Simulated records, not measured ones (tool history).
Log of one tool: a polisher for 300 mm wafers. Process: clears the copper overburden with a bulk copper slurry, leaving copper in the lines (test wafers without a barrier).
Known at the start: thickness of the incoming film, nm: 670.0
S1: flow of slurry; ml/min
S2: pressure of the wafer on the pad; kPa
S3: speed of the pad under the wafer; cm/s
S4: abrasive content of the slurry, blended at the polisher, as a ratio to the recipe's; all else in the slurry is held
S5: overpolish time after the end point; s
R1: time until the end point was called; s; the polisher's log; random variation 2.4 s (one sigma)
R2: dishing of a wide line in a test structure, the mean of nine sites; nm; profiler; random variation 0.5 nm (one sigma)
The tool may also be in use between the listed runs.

| run | hour | S1 | S2 | S3 | S4 | S5 | R1 | R2 |
|---|---|---|---|---|---|---|---|---|
| 1 | 0.0 | 135 | 14.5 | 90 | 1.00 | 28 | 120.690 | 62.713 |
| 2 | 1.4 | 135 | 17.9 | 90 | 1.00 | 28 | 100.990 | 70.808 |
| 3 | 4.3 | 135 | 17.9 | 110 | 1.00 | 28 | 83.515 | 75.059 |
| 4 | 7.6 | 130 | 15.9 | 98 | 1.00 | 30 | 103.160 | 70.951 |
| 5 | 9.3 | 130 | 15.9 | 110 | 1.00 | 30 | 92.829 | 72.423 |
| 6 | 18.2 | 130 | 15.9 | 110 | 0.85 | 30 | 96.565 | 71.938 |
| 7 | 23.1 | 125 | 13.8 | 98 | 0.85 | 32 | 121.130 | 65.831 |
|  | 26.9 | worn pad replaced by a new one |
| 8 | 26.9 | 120 | 12.4 | 88 | 0.85 | 34 | 132.810 | 64.349 |
| 9 | 31.1 | 135 | 11.0 | 78 | 0.80 | 35 | 161.700 | 57.890 |
| 10 | 32.3 | 145 | 10.3 | 70 | 0.75 | 37 | 188.120 | 55.460 |
| 11 | 34.4 | 145 | 9.7 | 64 | 0.75 | 38 | 215.170 | 52.011 |

Forecast run 12:
| 12 | 40.9 | 145 | 9.0 | 62 | 0.75 | 39 | ? | ? |

R1: 234.230 s
R2: 49.959 nm
